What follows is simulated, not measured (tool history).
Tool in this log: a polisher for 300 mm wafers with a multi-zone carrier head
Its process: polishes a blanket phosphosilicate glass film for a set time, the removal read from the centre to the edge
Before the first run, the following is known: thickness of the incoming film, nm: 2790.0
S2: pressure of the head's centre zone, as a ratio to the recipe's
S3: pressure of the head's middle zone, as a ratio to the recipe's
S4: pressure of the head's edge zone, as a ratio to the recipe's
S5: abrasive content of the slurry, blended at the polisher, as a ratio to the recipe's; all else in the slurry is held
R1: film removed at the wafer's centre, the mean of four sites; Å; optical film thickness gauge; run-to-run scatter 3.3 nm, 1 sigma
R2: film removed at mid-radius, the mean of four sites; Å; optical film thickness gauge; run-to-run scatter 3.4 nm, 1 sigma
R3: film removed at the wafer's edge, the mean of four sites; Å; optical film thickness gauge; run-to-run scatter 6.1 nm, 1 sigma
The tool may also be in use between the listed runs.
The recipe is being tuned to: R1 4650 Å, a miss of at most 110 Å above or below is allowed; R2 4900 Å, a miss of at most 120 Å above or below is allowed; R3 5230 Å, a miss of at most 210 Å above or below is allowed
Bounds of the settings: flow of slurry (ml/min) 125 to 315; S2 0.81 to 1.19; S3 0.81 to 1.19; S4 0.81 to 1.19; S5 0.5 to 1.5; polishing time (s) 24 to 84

{"run": 1, "day": 0.0, "flow of slurry (ml/min)": 205, "S2": 1, "S3": 1, "S4": 1, "S5": 1, "polishing time (s)": 54, "R1": 5964.5, "R2": 5895.6, "R3": 6042.7}
{"run": 2, "day": 0.096, "flow of slurry (ml/min)": 195, "S2": 0.96, "S3": 0.97, "S4": 0.97, "S5": 0.95, "polishing time (s)": 54, "R1": 5568.2, "R2": 5683.2, "R3": 5777.4}
{"run": 3, "day": 0.188, "flow of slurry (ml/min)": 195, "S2": 0.96, "S3": 0.97, "S4": 0.97, "S5": 0.95, "polishing time (s)": 61, "R1": 6365.7, "R2": 6443.6, "R3": 6577.1}
{"run": 4, "day": 0.471, "flow of slurry (ml/min)": 195, "S2": 1.05, "S3": 0.97, "S4": 0.97, "S5": 0.95, "polishing time (s)": 61, "R1": 6850.5, "R2": 6352.3, "R3": 6566.2}
{"run": 5, "day": 0.754, "flow of slurry (ml/min)": 185, "S2": 1, "S3": 0.94, "S4": 0.96, "S5": 0.85, "polishing time (s)": 61, "R1": 6181.6, "R2": 5945.1, "R3": 6272.2}
{"run": 6, "day": 0.946, "flow of slurry (ml/min)": 185, "S2": 1, "S3": 0.94, "S4": 0.96, "S5": 1, "polishing time (s)": 61, "R1": 6614.7, "R2": 6371.4, "R3": 6667}
{"run": 7, "day": 1.108, "flow of slurry (ml/min)": 180, "S2": 0.97, "S3": 0.92, "S4": 0.94, "S5": 0.9, "polishing time (s)": 61, "R1": 6161, "R2": 5983.7, "R3": 6216.5}
{"run": 8, "day": 1.171, "flow of slurry (ml/min)": 170, "S2": 0.93, "S3": 0.9, "S4": 0.93, "S5": 0.85, "polishing time (s)": 61, "R1": 5586.5, "R2": 5729.5, "R3": 6036.6}
{"run": 9, "day": 1.388, "flow of slurry (ml/min)": 165, "S2": 0.92, "S3": 0.88, "S4": 0.91, "S5": 0.8, "polishing time (s)": 61, "R1": 5440.9, "R2": 5484.4, "R3": 5792.3}
{"run": 10, "day": 1.5, "flow of slurry (ml/min)": 160, "S2": 0.9, "S3": 0.87, "S4": 0.9, "S5": 0.75, "polishing time (s)": 61, "R1": 5236, "R2": 5213.3, "R3": 5517.4}
{"run": 11, "day": 1.617, "flow of slurry (ml/min)": 155, "S2": 0.88, "S3": 0.86, "S4": 0.89, "S5": 0.75, "polishing time (s)": 61, "R1": 4948.5, "R2": 5133.3, "R3": 5527.2}
{"run": 12, "day": 1.829, "flow of slurry (ml/min)": 150, "S2": 0.87, "S3": 0.85, "S4": 0.88, "S5": 0.75, "polishing time (s)": 61, "R1": 4929.4, "R2": 5110.2, "R3": 5476.7}
{"run": 13, "day": 2.033, "flow of slurry (ml/min)": 145, "S2": 0.86, "S3": 0.84, "S4": 0.87, "S5": 0.75, "polishing time (s)": 61, "R1": 4819.5, "R2": 4968.2, "R3": 5430.3}
{"run": 14, "day": 2.121, "flow of slurry (ml/min)": 140, "S2": 0.86, "S3": 0.84, "S4": 0.86, "S5": 0.75, "polishing time (s)": 61, "R1": 4782, "R2": 4956.1, "R3": 5283.4}

Exactly one of the 4 candidate moves below puts every result within its allowed miss. Which one?
{"run": "A", "day": 2.208, "flow of slurry (ml/min)": 175, "S2": 0.92, "S3": 0.88, "S4": 0.9, "S5": 0.7, "polishing time (s)": 58, "R1": "?", "R2": "?", "R3": "?"}
{"run": "B", "day": 2.208, "flow of slurry (ml/min)": 160, "S2": 0.84, "S3": 0.84, "S4": 0.85, "S5": 0.55, "polishing time (s)": 68, "R1": "?", "R2": "?", "R3": "?"}
{"run": "C", "day": 2.208, "flow of slurry (ml/min)": 130, "S2": 0.93, "S3": 0.91, "S4": 0.81, "S5": 0.65, "polishing time (s)": 65, "R1": "?", "R2": "?", "R3": "?"}
{"run": "D", "day": 2.208, "flow of slurry (ml/min)": 165, "S2": 0.82, "S3": 0.86, "S4": 0.86, "S5": 0.7, "polishing time (s)": 59, "R1": "?", "R2": "?", "R3": "?"}

move=A R1=4909.2 R2=4900.2 R3=5132.7
move=B R1=4610.3 R2=4883 R3=5148.2
move=C R1=5027.7 R2=5110.1 R3=5080.2
move=D R1=4434.8 R2=4868.9 R3=5078.2
A: further off than the last run
B: all results land within tolerance of their targets
C: further off than the last run
D: moves the result that the last run missed by most past its target, out the other side
Correct choice: B, which meets every target

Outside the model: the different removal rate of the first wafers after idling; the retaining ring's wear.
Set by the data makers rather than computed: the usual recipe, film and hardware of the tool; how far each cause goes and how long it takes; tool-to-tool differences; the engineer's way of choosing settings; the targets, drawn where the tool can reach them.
